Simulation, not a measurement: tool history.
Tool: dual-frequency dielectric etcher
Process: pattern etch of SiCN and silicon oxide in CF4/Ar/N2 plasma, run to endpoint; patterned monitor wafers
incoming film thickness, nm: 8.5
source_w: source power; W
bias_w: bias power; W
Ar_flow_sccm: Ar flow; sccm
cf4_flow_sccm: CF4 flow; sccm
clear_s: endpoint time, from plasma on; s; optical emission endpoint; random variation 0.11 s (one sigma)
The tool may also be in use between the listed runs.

| run | day | source_w | bias_w | Ar_flow_sccm | cf4_flow_sccm | clear_s |
|---|---|---|---|---|---|---|
| 1 | 0.000 | 380 | 87 | 113 | 54 | 10.894 |
| 2 | 0.046 | 350 | 86 | 113 | 54 | 11.383 |
| 3 | 0.321 | 320 | 85 | 114 | 54 | 12.075 |
| 4 | 0.617 | 300 | 84 | 114 | 54 | 12.585 |
| 5 | 0.921 | 300 | 84 | 122 | 54 | 12.649 |
| 6 | 1.150 | 290 | 83 | 122 | 54 | 13.178 |
| 7 | 1.188 | 280 | 83 | 122 | 54 | 13.205 |

Run 8 comes next. What will it give?
| 8 | 1.475 | 270 | 83 | 122 | 54 | ? |

{"run 8": {"clear_s": 13.675}}

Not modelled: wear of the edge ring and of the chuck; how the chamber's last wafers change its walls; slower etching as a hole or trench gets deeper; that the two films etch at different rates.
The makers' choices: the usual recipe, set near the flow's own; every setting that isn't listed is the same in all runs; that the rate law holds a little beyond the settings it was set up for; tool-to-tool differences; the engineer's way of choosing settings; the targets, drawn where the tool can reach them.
